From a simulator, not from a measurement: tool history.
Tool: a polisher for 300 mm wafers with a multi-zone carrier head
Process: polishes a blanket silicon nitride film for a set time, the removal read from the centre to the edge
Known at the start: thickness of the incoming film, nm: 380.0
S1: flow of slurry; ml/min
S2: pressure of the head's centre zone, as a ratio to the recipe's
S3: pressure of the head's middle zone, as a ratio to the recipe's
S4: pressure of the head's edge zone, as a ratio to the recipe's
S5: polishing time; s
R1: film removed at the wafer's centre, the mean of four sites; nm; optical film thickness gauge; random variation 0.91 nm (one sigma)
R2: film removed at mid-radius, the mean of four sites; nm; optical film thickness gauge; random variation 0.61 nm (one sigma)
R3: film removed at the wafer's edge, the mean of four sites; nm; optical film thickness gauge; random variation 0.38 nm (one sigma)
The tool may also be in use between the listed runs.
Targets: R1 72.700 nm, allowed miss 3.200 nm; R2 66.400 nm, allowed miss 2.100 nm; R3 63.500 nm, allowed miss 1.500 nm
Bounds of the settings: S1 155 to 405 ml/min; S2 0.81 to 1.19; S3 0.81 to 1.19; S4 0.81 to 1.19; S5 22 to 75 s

Run 1, hour 0.0: S1 260 ml/min, S2 1.00, S3 1.00, S4 1.00, S5 48 s. Result: R1 90.300 nm, R2 93.137 nm, R3 90.784 nm.
Run 2, hour 7.9: S1 260 ml/min, S2 1.00, S3 1.00, S4 0.92, S5 48 s. Result: R1 92.102 nm, R2 93.150 nm, R3 86.852 nm.
Run 3, hour 16.3: S1 255 ml/min, S2 1.00, S3 0.99, S4 0.90, S5 46 s. Result: R1 87.237 nm, R2 88.046 nm, R3 82.646 nm.
Run 4, hour 25.1: S1 255 ml/min, S2 1.00, S3 0.99, S4 0.90, S5 53 s. Result: R1 102.550 nm, R2 101.200 nm, R3 94.685 nm.
Run 5, hour 30.6: S1 255 ml/min, S2 1.00, S3 0.99, S4 0.83, S5 53 s. Result: R1 100.170 nm, R2 101.200 nm, R3 91.415 nm.
Run 6, hour 34.5: S1 220 ml/min, S2 1.00, S3 0.99, S4 0.83, S5 53 s. Result: R1 96.008 nm, R2 97.868 nm, R3 89.788 nm.
Run 7, hour 36.8: S1 245 ml/min, S2 1.06, S3 0.92, S4 0.82, S5 39 s. Result: R1 77.962 nm, R2 71.335 nm, R3 66.248 nm.
Run 8, hour 44.0: S1 235 ml/min, S2 1.06, S3 0.92, S4 0.82, S5 39 s. Result: R1 76.887 nm, R2 71.469 nm, R3 66.237 nm.
Run 9, hour 52.5: S1 230 ml/min, S2 1.06, S3 0.91, S4 0.82, S5 39 s. Result: R1 76.342 nm, R2 70.303 nm, R3 65.268 nm.
At hour 58.8: slurry nozzle cleaned.
Run 10, hour 58.8: S1 230 ml/min, S2 1.06, S3 0.91, S4 0.82, S5 39 s. Result: R1 81.742 nm, R2 73.100 nm, R3 68.633 nm.

Which of these 4 next moves meets every target?
Run A, hour 65.1: S1 250 ml/min, S2 0.95, S3 0.90, S4 0.86, S5 35 s. Result: R1 ?, R2 ?, R3 ?.
Run B, hour 65.1: S1 230 ml/min, S2 0.95, S3 1.06, S4 0.93, S5 36 s. Result: R1 ?, R2 ?, R3 ?.
Run C, hour 65.1: S1 305 ml/min, S2 1.06, S3 0.93, S4 0.90, S5 34 s. Result: R1 ?, R2 ?, R3 ?.
Run D, hour 65.1: S1 225 ml/min, S2 1.17, S3 0.81, S4 0.93, S5 43 s. Result: R1 ?, R2 ?, R3 ?.

move      R1      R2      R3
   A  63.966  64.996  63.542
   B  65.038  73.062  67.066
   C  71.164  65.824  64.098
   D  95.365  73.964  80.114
A: brings the result that was furthest off to its target, and leaves another outside
B: nearer than the last run, and not there yet
C: meets every target
D: further off than the last run
Answer: C
